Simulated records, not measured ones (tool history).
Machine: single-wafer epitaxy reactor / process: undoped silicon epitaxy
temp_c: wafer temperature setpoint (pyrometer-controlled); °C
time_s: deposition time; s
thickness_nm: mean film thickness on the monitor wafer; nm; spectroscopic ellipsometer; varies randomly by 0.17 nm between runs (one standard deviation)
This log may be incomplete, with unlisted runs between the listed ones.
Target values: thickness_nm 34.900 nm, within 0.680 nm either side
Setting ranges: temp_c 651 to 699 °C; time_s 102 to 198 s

Run 1, day 0.000: temp_c 675 °C, time_s 150 s. Result: thickness_nm 42.198 nm.
Run 2, day 0.254: temp_c 670 °C, time_s 150 s. Result: thickness_nm 37.444 nm.
Run 3, day 0.312: temp_c 679 °C, time_s 150 s. Result: thickness_nm 45.900 nm.
Run 4, day 0.538: temp_c 675 °C, time_s 150 s. Result: thickness_nm 42.019 nm.
Run 5, day 0.721: temp_c 679 °C, time_s 150 s. Result: thickness_nm 45.541 nm.
Run 6, day 1.067: temp_c 675 °C, time_s 150 s. Result: thickness_nm 41.932 nm.
Run 7, day 1.138: temp_c 672 °C, time_s 150 s. Result: thickness_nm 39.521 nm.
Run 8, day 1.292: temp_c 670 °C, time_s 150 s. Result: thickness_nm 37.439 nm.
Run 9, day 1.508: temp_c 669 °C, time_s 150 s. Result: thickness_nm 37.362 nm.
Run 10, day 1.858: temp_c 669 °C, time_s 150 s. Result: thickness_nm 36.805 nm.
Run 11, day 1.975: temp_c 668 °C, time_s 150 s. Result: thickness_nm 36.189 nm.

Of the 5 settings listed for the next run, only one would bring every result within its allowed miss of target. Which one?
Run A, day 2.092: temp_c 665 °C, time_s 160 s. Result: thickness_nm ?.
Run B, day 2.092: temp_c 671 °C, time_s 140 s. Result: thickness_nm ?.
Run C, day 2.092: temp_c 660 °C, time_s 171 s. Result: thickness_nm ?.
Run D, day 2.092: temp_c 679 °C, time_s 121 s. Result: thickness_nm ?.
Run E, day 2.092: temp_c 662 °C, time_s 178 s. Result: thickness_nm ?.

move  thickness_nm
   A        36.197
   B        36.029
   C        34.700
   D        36.883
   E        37.732
A: about as far from the targets as the last run
B: moves toward the targets from the last run without getting all of them in spec
C: all results land within tolerance of their targets
D: misses by more than the last run did
E: misses by more than the last run did
C is the move that brings every result within its allowed miss.
